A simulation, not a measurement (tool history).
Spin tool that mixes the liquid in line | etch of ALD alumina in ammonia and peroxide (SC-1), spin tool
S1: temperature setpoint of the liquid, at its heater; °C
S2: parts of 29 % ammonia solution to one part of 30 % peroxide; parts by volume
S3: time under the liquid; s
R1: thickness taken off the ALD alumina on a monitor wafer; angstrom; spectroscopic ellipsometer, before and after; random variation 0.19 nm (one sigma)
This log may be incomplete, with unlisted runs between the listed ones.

| run | day | S1 | S2 | S3 | R1 |
|---|---|---|---|---|---|
| 1 | 0 | 53 | 0.6 | 320 | 144.79 |
| 2 | 0.196 | 55.5 | 0.6 | 320 | 166.56 |
| 3 | 0.283 | 57 | 0.6 | 320 | 178.67 |
| 4 | 0.396 | 58.5 | 0.6 | 320 | 195.8 |
| 5 | 0.708 | 59 | 0.6 | 320 | 199.5 |
| 6 | 1.004 | 59 | 0.6 | 320 | 201.32 |
| 7 | 1.117 | 59.5 | 0.6 | 320 | 204.04 |

Run 8 has not been measured yet. What should we expect?
|  | 1.262 | ammonia flow meter replaced |
| 8 | 1.262 | 60 | 0.6 | 320 | ? |

R1: 216.62 angstrom

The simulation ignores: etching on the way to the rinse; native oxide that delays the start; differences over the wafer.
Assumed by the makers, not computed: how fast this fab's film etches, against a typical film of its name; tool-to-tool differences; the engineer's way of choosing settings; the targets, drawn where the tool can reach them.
